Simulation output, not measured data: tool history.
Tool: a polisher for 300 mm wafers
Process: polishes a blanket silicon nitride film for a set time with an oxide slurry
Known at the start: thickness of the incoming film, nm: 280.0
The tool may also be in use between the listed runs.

run,hour,flow of slurry (ml/min),pressure of the wafer on the pad (kPa),speed of the pad under the wafer (m/s),abrasive content of the slurry,polishing time (s),film removed (Å)
1,0,230,24.8,0.94,1,52,264.64
2,4.6,205,24.8,0.94,1,52,265.29
3,13.2,205,28.3,0.96,1,52,305.73
4,14.7,205,31,0.98,1,52,328.32
5,18.6,235,31,0.98,1,52,334.12
6,25.9,235,33.1,1,1,52,369.49
7,28.4,235,34.5,1,1,52,389.36

Run 8 comes next. What will it give?
8,37.2,235,35.2,1,1,52,?

Run 8 gave film removed (Å) 395.1.

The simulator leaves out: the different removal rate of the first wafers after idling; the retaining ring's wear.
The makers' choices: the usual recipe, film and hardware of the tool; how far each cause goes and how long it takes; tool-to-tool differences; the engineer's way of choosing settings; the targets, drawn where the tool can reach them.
